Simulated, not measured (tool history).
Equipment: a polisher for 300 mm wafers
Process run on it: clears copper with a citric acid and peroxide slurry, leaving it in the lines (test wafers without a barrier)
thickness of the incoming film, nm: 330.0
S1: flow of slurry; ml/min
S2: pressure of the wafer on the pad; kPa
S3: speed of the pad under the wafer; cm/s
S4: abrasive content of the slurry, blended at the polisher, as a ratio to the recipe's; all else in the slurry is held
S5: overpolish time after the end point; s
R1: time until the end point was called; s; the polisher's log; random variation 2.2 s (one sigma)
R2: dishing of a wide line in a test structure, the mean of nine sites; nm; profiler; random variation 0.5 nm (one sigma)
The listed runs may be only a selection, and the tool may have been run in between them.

run 1 hour=0.0 | S1=220 S2=22.8 S3=90 S4=1.00 S5=25 | R1=143.76 R2=43.768
run 2 hour=7.1 | S1=220 S2=22.8 S3=110 S4=1.00 S5=25 | R1=118.74 R2=50.364
run 3 hour=8.7 | S1=220 S2=20.7 S3=110 S4=1.00 S5=25 | R1=125.64 R2=48.245
run 4 hour=16.3 | S1=220 S2=20.7 S3=88 S4=1.00 S5=25 | R1=155.34 R2=40.724
run 5 hour=17.7 | S1=220 S2=20.7 S3=88 S4=1.15 S5=25 | R1=148.32 R2=40.169
run 6 hour=21.8 | S1=220 S2=20.0 S3=88 S4=1.15 S5=25 | R1=158.74 R2=40.576
-- hour=22.4 slurry blender recalibrated
run 7 hour=22.4 | S1=220 S2=19.3 S3=88 S4=1.15 S5=25 | R1=154.53 R2=41.317
run 8 hour=24.8 | S1=220 S2=18.6 S3=88 S4=1.15 S5=25 | R1=157.87 R2=40.742

The next listed run, before its measurement:
run 9 hour=27.7 | S1=220 S2=18.6 S3=88 S4=1.15 S5=25 | R1=? R2=?

For run 9 the tool returned R1 158.45 s, R2 40.938 nm.
